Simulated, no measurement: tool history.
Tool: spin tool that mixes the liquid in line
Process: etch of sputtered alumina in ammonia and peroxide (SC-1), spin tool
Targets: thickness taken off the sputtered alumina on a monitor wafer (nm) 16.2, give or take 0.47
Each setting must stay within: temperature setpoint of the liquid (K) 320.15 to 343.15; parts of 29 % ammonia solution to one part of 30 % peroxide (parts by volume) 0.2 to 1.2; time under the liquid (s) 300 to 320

run,hour,temperature setpoint of the liquid (K),parts of 29 % ammonia solution to one part of 30 % peroxide (parts by volume),time under the liquid (s),thickness taken off the sputtered alumina on a monitor wafer (nm)
1,0,336.15,0.85,300,23.634
2,7,342.65,0.85,300,32.509
3,14.3,342.65,0.85,320,34.599
4,18.1,343.15,0.85,320,35.016
5,24.2,339.15,0.85,320,29.54
6,32.6,339.15,0.85,320,29.003
7,35.8,336.15,0.85,320,25.587
8,39.6,336.15,0.85,320,25.407
9,48,333.65,0.85,320,22.076
10,51.9,332.15,0.85,320,20.569
11,55,331.15,0.85,320,19.71
12,59,326.65,0.85,320,15.558

Consider the 4 candidate settings below. Which is the only one whose results all fall within their allowed miss of target?
A,63,328.65,0.9,320,?
B,63,328.65,0.7,320,?
C,63,328.65,0.75,320,?
D,63,328.65,0.95,300,?

move,thickness taken off the sputtered alumina on a monitor wafer (nm)
A,17.287
B,16.88
C,16.991
D,16.29
A: the result that was furthest off in the last run now lies on the other side of its target
B: the result that was furthest off in the last run now lies on the other side of its target
C: the result that was furthest off in the last run now lies on the other side of its target
D: all results land within tolerance of their targets
The right move is D.

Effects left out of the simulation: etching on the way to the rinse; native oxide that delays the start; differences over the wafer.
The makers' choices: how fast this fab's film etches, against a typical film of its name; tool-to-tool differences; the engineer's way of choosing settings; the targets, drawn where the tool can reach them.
